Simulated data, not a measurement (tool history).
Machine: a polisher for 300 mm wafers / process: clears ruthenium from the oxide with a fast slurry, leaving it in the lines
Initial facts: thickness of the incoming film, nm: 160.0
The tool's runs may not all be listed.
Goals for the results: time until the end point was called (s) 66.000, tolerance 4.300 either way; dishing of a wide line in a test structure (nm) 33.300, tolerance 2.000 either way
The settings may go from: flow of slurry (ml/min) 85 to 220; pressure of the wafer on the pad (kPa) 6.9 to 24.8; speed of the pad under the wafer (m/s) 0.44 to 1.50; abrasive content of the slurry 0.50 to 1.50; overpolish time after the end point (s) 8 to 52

run	hour	flow of slurry (ml/min)	pressure of the wafer on the pad (kPa)	speed of the pad under the wafer (m/s)	abrasive content of the slurry	overpolish time after the end point (s)	time until the end point was called (s)	dishing of a wide line in a test structure (nm)
1	0.0	140	15.9	0.96	1.00	26	52.823	49.783
2	8.1	140	15.9	0.96	1.10	26	50.719	52.547
3	13.2	140	15.9	0.96	1.30	26	47.445	55.010
4	15.9	140	15.9	0.96	1.30	30	44.966	59.923
# hour 18.3: worn pad replaced by a new one
5	18.3	140	15.9	0.96	1.30	34	43.217	67.830
6	20.4	140	15.2	0.96	1.30	32	43.477	65.280
7	24.9	140	15.9	0.92	1.30	30	42.525	62.734
8	33.7	140	15.2	0.92	1.30	28	44.720	57.791
9	34.4	145	11.0	0.86	1.30	15	65.075	26.458
10	37.6	145	11.0	0.86	1.30	16	63.595	28.239
11	44.1	145	11.0	0.86	1.30	17	65.370	30.750

4 candidate next runs follow, results not yet known. Just one meets every target within its allowed miss. Identify it.
A	50.6	155	11.0	0.80	1.35	16	?	?
B	50.6	125	13.8	0.76	1.15	19	?	?
C	50.6	115	9.0	1.04	1.50	16	?	?
D	50.6	150	9.0	1.02	1.25	17	?	?

move	time until the end point was called (s)	dishing of a wide line in a test structure (nm)
A	66.703	27.997
B	64.179	33.412
C	64.142	28.948
D	67.137	29.319
A: further off than the last run
B: all results land within tolerance of their targets
C: further off than the last run
D: further off than the last run
The move that meets every target is B.
